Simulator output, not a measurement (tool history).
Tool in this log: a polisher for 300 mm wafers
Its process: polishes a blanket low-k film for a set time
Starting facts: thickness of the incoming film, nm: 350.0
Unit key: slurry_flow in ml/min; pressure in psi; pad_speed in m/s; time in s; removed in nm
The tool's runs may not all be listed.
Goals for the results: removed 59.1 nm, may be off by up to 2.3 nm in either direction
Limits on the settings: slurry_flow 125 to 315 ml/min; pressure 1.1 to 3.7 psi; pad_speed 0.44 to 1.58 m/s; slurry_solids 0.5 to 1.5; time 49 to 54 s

run,day,slurry_flow,pressure,pad_speed,slurry_solids,time,removed
1,0,205,2.4,1,1,54,26.129
2,0.262,205,2.4,0.9,1,54,24.399
3,0.4,205,2.8,1.04,1,54,31.869
4,0.596,205,3.1,1.14,1,54,38.241
5,0.629,205,3.3,1.22,1,54,41.669
6,0.683,235,3.3,1.22,1,54,42.398
7,1.033,235,3.4,1.3,1,54,45.873
8,1.238,235,3.5,1.36,1,54,49.357
9,1.525,235,3.6,1.42,1,54,52.409
10,1.896,235,3.6,1.46,1,54,54.276
11,2.204,235,3.6,1.48,1,54,53.941
12,2.258,235,3.6,1.5,1,54,54.153
13,2.358,235,3.6,1.5,1,54,55.655
14,2.5,235,3.6,1.52,1,54,56.72
# day 2.654: worn pad replaced by a new one
15,2.654,235,3.7,1.54,1,54,63.129
16,2.825,240,3.7,1.54,1,54,62.794

Of the 4 settings listed for the next run, only one would bring every result within its allowed miss of target. Which one?
A,2.996,230,3.6,1.44,1,51,?
B,2.996,230,3.7,1.56,0.95,52,?
C,2.996,255,3.7,1.52,1,54,?
D,2.996,210,3.6,1.54,0.9,51,?

move,removed
A,54.148
B,59.091
C,62.027
D,54.072
A: the result that was furthest off in the last run now lies on the other side of its target
B: meets every target
C: closer than the last run, but not yet in spec
D: the result that was furthest off in the last run now lies on the other side of its target
Go with B: it meets all targets.
